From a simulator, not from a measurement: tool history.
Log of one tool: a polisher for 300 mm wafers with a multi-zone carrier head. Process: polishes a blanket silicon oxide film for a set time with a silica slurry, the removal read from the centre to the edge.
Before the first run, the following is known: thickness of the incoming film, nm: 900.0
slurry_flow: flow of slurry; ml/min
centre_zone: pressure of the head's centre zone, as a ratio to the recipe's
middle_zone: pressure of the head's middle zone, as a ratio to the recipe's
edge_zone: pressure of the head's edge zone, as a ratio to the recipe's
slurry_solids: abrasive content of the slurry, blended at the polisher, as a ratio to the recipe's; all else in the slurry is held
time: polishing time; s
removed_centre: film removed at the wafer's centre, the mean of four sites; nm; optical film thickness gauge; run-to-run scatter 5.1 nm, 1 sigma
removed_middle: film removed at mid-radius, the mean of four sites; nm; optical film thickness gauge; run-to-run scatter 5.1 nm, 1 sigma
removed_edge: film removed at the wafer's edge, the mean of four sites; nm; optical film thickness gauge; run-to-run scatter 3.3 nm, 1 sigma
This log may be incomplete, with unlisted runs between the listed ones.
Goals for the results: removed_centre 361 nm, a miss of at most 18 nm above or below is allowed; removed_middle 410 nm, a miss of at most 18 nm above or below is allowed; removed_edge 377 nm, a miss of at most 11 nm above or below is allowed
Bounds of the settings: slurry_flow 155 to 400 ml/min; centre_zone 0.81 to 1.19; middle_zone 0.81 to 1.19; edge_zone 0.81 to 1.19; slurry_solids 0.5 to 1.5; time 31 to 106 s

run    day  slurry_flow  centre_zone  middle_zone  edge_zone  slurry_solids  time  removed_centre  removed_middle  removed_edge
  1      0          255            1            1          1              1    68          293.34          292.36        296.07
  2  0.125          255         0.92            1          1              1    68          269.23          288.65        296.03
  3  0.275          265         0.95         1.05       1.03            1.1    68           294.8           325.1         314.5
  4  0.367          265         0.95            1       1.03            1.1    68          297.67          305.73        318.04
  5  0.646          275         0.96         1.05       1.07           1.15    68          298.87          328.66        335.88
  6  0.775          275         0.96         1.05       1.11           1.15    68          310.37          325.51        332.31
  7  0.971          285         0.98         1.09       1.11            1.2    68          320.72          344.63         344.5
  8  1.192          290         0.99         1.12       1.11           1.25    68          329.62          360.47        351.29

Exercise: of the 5 proposed moves below, exactly one satisfies all targets within the stated allowed misses. Which move is it?
  A  1.412          285         1.01         1.18        1.1           1.35    72               ?               ?             ?
  B  1.412          305         1.19         1.08       1.13           1.05    69               ?               ?             ?
  C  1.412          315         0.94         0.92       1.17            1.5    66               ?               ?             ?
  D  1.412          335         1.04         1.19       0.88           1.25    69               ?               ?             ?
  E  1.412          220         1.13         1.16       1.05           1.15    75               ?               ?             ?

move  removed_centre  removed_middle  removed_edge
   A          363.75          409.87        380.91
   B          373.31          330.07        335.24
   C           328.1          322.18        380.93
   D          357.88          393.25        323.81
   E          374.51          373.69         349.5
A: in spec on every target
B: moves away from the targets compared with the last run
C: moves away from the targets compared with the last run
D: the furthest-off result lands on target, but another misses its tolerance
E: moves toward the targets from the last run without getting all of them in spec
The move that meets every target is A.
